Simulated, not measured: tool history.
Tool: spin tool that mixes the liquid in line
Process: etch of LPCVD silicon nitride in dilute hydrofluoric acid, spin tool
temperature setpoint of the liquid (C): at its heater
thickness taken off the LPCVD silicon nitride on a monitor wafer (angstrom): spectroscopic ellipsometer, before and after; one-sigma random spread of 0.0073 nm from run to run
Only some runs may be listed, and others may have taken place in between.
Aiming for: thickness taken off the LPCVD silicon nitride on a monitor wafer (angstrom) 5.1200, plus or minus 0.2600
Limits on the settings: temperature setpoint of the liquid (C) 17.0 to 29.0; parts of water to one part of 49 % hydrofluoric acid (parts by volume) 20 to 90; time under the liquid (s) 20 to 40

run	day	temperature setpoint of the liquid (C)	parts of water to one part of 49 % hydrofluoric acid (parts by volume)	time under the liquid (s)	thickness taken off the LPCVD silicon nitride on a monitor wafer (angstrom)
1	0.000	21.0	50	40	3.3259
2	0.246	23.0	50	40	3.7610
3	0.588	23.0	50	20	1.8751
4	0.654	19.5	50	20	1.4412
5	0.738	19.5	50	40	2.9351
6	0.971	21.5	45	40	3.7460
7	1.008	23.0	45	40	4.1661
8	1.329	23.0	45	40	4.2555
9	1.400	23.5	45	40	4.3660

Below are 5 possible settings for the next run. Only one of them brings all results inside the allowed miss of their targets. Which is it?
A	1.471	17.5	20	30	?
B	1.471	24.0	35	35	?
C	1.471	24.0	40	35	?
D	1.471	24.5	40	35	?
E	1.471	20.5	45	40	?

move	thickness taken off the LPCVD silicon nitride on a monitor wafer (angstrom)
A	4.7599
B	5.1121
C	4.4895
D	4.6439
E	3.5990
A: closer than the last run, but not yet in spec
B: in spec on every target
C: closer than the last run, but not yet in spec
D: closer than the last run, but not yet in spec
E: lands further from the targets than the last run did
Correct choice: B, which meets every target
